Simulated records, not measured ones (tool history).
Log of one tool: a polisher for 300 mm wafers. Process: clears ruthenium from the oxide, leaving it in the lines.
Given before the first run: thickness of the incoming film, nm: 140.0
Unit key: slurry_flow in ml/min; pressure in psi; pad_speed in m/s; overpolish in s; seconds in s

run    day  slurry_flow  pressure  pad_speed  overpolish  seconds
  1  0.000          280       2.2       0.90          11   141.65
  2  0.258          280       1.9       0.90          11   163.69
  3  0.279          280       2.2       0.90          11   141.82
  4  0.529          280       2.1       0.90          11   144.48
  5  0.792          280       2.1       1.04          11   124.09
  6  0.942          280       2.0       1.04          11   139.88

Predict the results of run 7:
  7  1.183          280       2.0       1.04          11        ?

For run 7 the tool returned seconds 132.43 s.
